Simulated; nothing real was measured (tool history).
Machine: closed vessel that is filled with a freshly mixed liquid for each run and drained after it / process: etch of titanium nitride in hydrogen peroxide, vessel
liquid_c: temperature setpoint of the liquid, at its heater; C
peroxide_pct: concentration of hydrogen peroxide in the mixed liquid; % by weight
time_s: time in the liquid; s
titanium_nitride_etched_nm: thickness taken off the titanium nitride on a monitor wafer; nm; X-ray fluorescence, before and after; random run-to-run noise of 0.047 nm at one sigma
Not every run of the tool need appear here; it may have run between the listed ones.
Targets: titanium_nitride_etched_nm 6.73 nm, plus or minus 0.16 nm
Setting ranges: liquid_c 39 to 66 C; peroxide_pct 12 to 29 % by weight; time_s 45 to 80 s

run	hour	liquid_c	peroxide_pct	time_s	titanium_nitride_etched_nm
1	0	55	19.5	80	10.279
2	6.5	54	19.5	80	9.5684
3	15	57	19.5	80	11.614
4	19.3	56	19.5	80	10.924
5	24.6	56	19.5	80	10.831
6	26.8	60	19.5	80	14.492
7	33.5	58.5	19.5	80	13.022
8	40.5	50.5	19	80	7.3778

Next run, 4 choices. One meets every target within its allowed miss, the rest don't. Which?
A	47.5	52	20	80	?
B	47.5	53	18	80	?
C	47.5	52	18	80	?
D	47.5	49.5	17.5	80	?

move	titanium_nitride_etched_nm
A	8.3026
B	8.7163
C	8.1179
D	6.7418
A: the biggest miss grows against the last run
B: the biggest miss grows against the last run
C: the biggest miss grows against the last run
D: all results land within tolerance of their targets
So the answer is move D, the one that meets all the targets.
